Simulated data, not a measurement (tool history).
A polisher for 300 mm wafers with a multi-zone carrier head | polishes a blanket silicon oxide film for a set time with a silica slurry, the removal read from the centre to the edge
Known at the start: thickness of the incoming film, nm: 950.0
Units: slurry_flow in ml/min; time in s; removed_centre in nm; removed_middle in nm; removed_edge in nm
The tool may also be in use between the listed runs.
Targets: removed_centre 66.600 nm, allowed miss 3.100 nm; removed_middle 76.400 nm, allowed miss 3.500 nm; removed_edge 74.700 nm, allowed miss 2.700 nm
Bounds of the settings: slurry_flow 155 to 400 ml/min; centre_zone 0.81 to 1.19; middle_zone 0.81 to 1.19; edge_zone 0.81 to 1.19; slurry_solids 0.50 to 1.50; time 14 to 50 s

Run 1, hour 0.0: slurry_flow 255 ml/min, centre_zone 1.00, middle_zone 1.00, edge_zone 1.00, slurry_solids 1.00, time 32 s. Result: removed_centre 119.400 nm, removed_middle 126.580 nm, removed_edge 124.180 nm.
Run 2, hour 2.4: slurry_flow 255 ml/min, centre_zone 1.00, middle_zone 0.93, edge_zone 1.00, slurry_solids 1.00, time 32 s. Result: removed_centre 124.670 nm, removed_middle 115.680 nm, removed_edge 121.990 nm.
Run 3, hour 4.8: slurry_flow 280 ml/min, centre_zone 1.00, middle_zone 0.93, edge_zone 1.00, slurry_solids 1.00, time 32 s. Result: removed_centre 127.120 nm, removed_middle 116.600 nm, removed_edge 124.180 nm.
Run 4, hour 13.0: slurry_flow 260 ml/min, centre_zone 0.95, middle_zone 0.93, edge_zone 0.97, slurry_solids 0.85, time 30 s. Result: removed_centre 97.458 nm, removed_middle 100.250 nm, removed_edge 104.420 nm.
Run 5, hour 15.5: slurry_flow 200 ml/min, centre_zone 0.95, middle_zone 0.93, edge_zone 0.97, slurry_solids 0.85, time 30 s. Result: removed_centre 93.022 nm, removed_middle 95.016 nm, removed_edge 101.140 nm.
Run 6, hour 17.6: slurry_flow 200 ml/min, centre_zone 0.95, middle_zone 0.93, edge_zone 0.97, slurry_solids 0.85, time 35 s. Result: removed_centre 110.680 nm, removed_middle 112.260 nm, removed_edge 116.840 nm.
Run 7, hour 22.8: slurry_flow 195 ml/min, centre_zone 0.94, middle_zone 0.93, edge_zone 0.93, slurry_solids 0.75, time 33 s. Result: removed_centre 91.925 nm, removed_middle 92.665 nm, removed_edge 98.562 nm.
Run 8, hour 28.0: slurry_flow 195 ml/min, centre_zone 0.93, middle_zone 0.96, edge_zone 0.90, slurry_solids 0.65, time 33 s. Result: removed_centre 81.676 nm, removed_middle 85.430 nm, removed_edge 86.328 nm.
Run 9, hour 31.1: slurry_flow 190 ml/min, centre_zone 0.91, middle_zone 0.96, edge_zone 0.88, slurry_solids 0.65, time 33 s. Result: removed_centre 81.388 nm, removed_middle 85.311 nm, removed_edge 87.103 nm.
Run 10, hour 33.4: slurry_flow 185 ml/min, centre_zone 0.89, middle_zone 0.97, edge_zone 0.86, slurry_solids 0.60, time 33 s. Result: removed_centre 73.349 nm, removed_middle 79.807 nm, removed_edge 78.356 nm.
Run 11, hour 34.2: slurry_flow 180 ml/min, centre_zone 0.87, middle_zone 0.97, edge_zone 0.86, slurry_solids 0.60, time 33 s. Result: removed_centre 72.092 nm, removed_middle 79.435 nm, removed_edge 80.039 nm.
Run 12, hour 42.9: slurry_flow 175 ml/min, centre_zone 0.86, middle_zone 0.98, edge_zone 0.85, slurry_solids 0.60, time 33 s. Result: removed_centre 69.838 nm, removed_middle 82.814 nm, removed_edge 78.054 nm.
Run 13, hour 49.6: slurry_flow 175 ml/min, centre_zone 0.86, middle_zone 0.97, edge_zone 0.84, slurry_solids 0.60, time 33 s. Result: removed_centre 70.475 nm, removed_middle 81.119 nm, removed_edge 78.238 nm.

Which of these 5 next moves meets every target?
Run A, hour 56.3: slurry_flow 215 ml/min, centre_zone 0.93, middle_zone 0.85, edge_zone 0.86, slurry_solids 0.60, time 34 s. Result: removed_centre ?, removed_middle ?, removed_edge ?.
Run B, hour 56.3: slurry_flow 165 ml/min, centre_zone 0.85, middle_zone 0.93, edge_zone 0.90, slurry_solids 0.80, time 27 s. Result: removed_centre ?, removed_middle ?, removed_edge ?.
Run C, hour 56.3: slurry_flow 190 ml/min, centre_zone 0.97, middle_zone 1.12, edge_zone 0.81, slurry_solids 0.65, time 29 s. Result: removed_centre ?, removed_middle ?, removed_edge ?.
Run D, hour 56.3: slurry_flow 230 ml/min, centre_zone 1.04, middle_zone 0.90, edge_zone 0.82, slurry_solids 0.50, time 36 s. Result: removed_centre ?, removed_middle ?, removed_edge ?.
Run E, hour 56.3: slurry_flow 155 ml/min, centre_zone 0.90, middle_zone 1.02, edge_zone 0.91, slurry_solids 0.65, time 29 s. Result: removed_centre ?, removed_middle ?, removed_edge ?.

move  removed_centre  removed_middle  removed_edge
   A          79.997          76.472        83.820
   B          69.953          79.180        82.864
   C          74.993          86.732        73.918
   D          78.723          70.482        72.242
   E          66.402          76.829        74.928
A: brings the result that was furthest off to its target, and leaves another outside
B: brings the result that was furthest off to its target, and leaves another outside
C: further off than the last run
D: takes the result that was furthest off past its target
E: meets every target
Move E is the one to make.

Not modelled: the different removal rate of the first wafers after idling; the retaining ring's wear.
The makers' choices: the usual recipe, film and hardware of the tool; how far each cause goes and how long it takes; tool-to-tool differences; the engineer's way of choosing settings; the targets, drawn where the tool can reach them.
